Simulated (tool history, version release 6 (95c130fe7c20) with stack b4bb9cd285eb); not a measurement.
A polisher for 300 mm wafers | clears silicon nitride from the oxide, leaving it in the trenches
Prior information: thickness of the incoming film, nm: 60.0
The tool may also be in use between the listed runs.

| run | hour | flow of slurry (ml/min) | pressure of the wafer on the pad (kPa) | speed of the pad under the wafer (cm/s) | overpolish time after the end point (s) | time until the end point was called (s) |
|---|---|---|---|---|---|---|
| 1 | 0.0 | 260 | 20.0 | 84 | 8 | 69.590 |
| 2 | 6.8 | 260 | 18.6 | 84 | 8 | 73.667 |
| 3 | 11.1 | 260 | 17.2 | 84 | 8 | 80.396 |
| 4 | 17.9 | 260 | 17.2 | 76 | 8 | 85.486 |
| 5 | 24.9 | 260 | 17.2 | 98 | 8 | 70.081 |
|  | 31.9 | slurry nozzle cleaned |
| 6 | 31.9 | 260 | 17.2 | 108 | 8 | 59.717 |

Run 7, settings as shown, results not yet in. Your forecast:
| 7 | 39.3 | 260 | 17.2 | 108 | 8 | ? |

time until the end point was called (s): 60.717

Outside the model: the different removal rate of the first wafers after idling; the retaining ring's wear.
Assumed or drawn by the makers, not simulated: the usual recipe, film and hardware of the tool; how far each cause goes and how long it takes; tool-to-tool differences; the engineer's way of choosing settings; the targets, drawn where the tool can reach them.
